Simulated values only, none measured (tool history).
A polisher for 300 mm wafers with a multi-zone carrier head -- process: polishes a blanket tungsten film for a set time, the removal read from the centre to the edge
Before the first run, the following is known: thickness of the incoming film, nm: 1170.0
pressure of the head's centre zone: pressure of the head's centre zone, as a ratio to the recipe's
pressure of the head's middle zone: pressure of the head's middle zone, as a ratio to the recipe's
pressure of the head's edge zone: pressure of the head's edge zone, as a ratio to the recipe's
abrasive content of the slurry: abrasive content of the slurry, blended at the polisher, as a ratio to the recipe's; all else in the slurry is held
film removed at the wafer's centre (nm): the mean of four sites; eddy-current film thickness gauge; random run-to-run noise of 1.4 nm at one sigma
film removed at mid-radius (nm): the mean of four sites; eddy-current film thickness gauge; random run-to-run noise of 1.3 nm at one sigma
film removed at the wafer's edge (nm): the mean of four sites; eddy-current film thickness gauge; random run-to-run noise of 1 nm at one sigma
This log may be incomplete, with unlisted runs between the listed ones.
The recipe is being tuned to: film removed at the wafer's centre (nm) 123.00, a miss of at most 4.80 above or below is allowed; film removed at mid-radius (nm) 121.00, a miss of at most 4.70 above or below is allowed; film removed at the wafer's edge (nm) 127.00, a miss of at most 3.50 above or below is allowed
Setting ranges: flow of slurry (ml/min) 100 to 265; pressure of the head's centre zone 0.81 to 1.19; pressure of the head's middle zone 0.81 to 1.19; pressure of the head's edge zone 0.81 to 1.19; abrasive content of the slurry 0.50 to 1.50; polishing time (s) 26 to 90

| run | day | flow of slurry (ml/min) | pressure of the head's centre zone | pressure of the head's middle zone | pressure of the head's edge zone | abrasive content of the slurry | polishing time (s) | film removed at the wafer's centre (nm) | film removed at mid-radius (nm) | film removed at the wafer's edge (nm) |
|---|---|---|---|---|---|---|---|---|---|---|
| 1 | 0.000 | 170 | 1.00 | 1.00 | 1.00 | 1.00 | 58 | 132.15 | 139.43 | 138.73 |
| 2 | 0.088 | 160 | 1.00 | 0.98 | 0.98 | 0.95 | 58 | 126.17 | 136.96 | 132.68 |
| 3 | 0.175 | 190 | 1.00 | 0.98 | 0.98 | 0.95 | 58 | 132.60 | 142.61 | 135.48 |
| 4 | 0.246 | 175 | 1.01 | 0.95 | 0.98 | 0.95 | 58 | 130.96 | 135.96 | 136.24 |
| 5 | 0.438 | 160 | 1.02 | 0.93 | 0.97 | 0.95 | 58 | 131.62 | 127.86 | 133.76 |
| 6 | 0.512 | 160 | 1.02 | 0.93 | 1.02 | 0.95 | 58 | 130.44 | 130.65 | 137.16 |
| 7 | 0.583 | 150 | 1.02 | 0.93 | 1.00 | 0.95 | 58 | 130.24 | 127.34 | 133.40 |
| 8 | 0.950 | 140 | 1.01 | 0.93 | 0.99 | 0.95 | 58 | 124.75 | 127.16 | 132.02 |

Which single option among these 4 for the next run brings every result within its allowed miss of target? Just one does.
| A | 1.317 | 120 | 1.02 | 0.81 | 1.07 | 1.10 | 57 | ? | ? | ? |
| B | 1.317 | 115 | 1.04 | 0.90 | 0.92 | 1.00 | 58 | ? | ? | ? |
| C | 1.317 | 130 | 0.95 | 1.06 | 0.93 | 0.90 | 62 | ? | ? | ? |
| D | 1.317 | 160 | 0.94 | 0.90 | 0.97 | 0.55 | 71 | ? | ? | ? |

| move | film removed at the wafer's centre (nm) | film removed at mid-radius (nm) | film removed at the wafer's edge (nm) |
|---|---|---|---|
| A | 124.58 | 110.57 | 135.38 |
| B | 123.62 | 117.68 | 125.38 |
| C | 122.90 | 144.44 | 133.02 |
| D | 124.65 | 128.30 | 135.99 |
A: the biggest miss grows against the last run
B: all results land within tolerance of their targets
C: the biggest miss grows against the last run
D: the biggest miss grows against the last run
Go with B: it meets all targets.
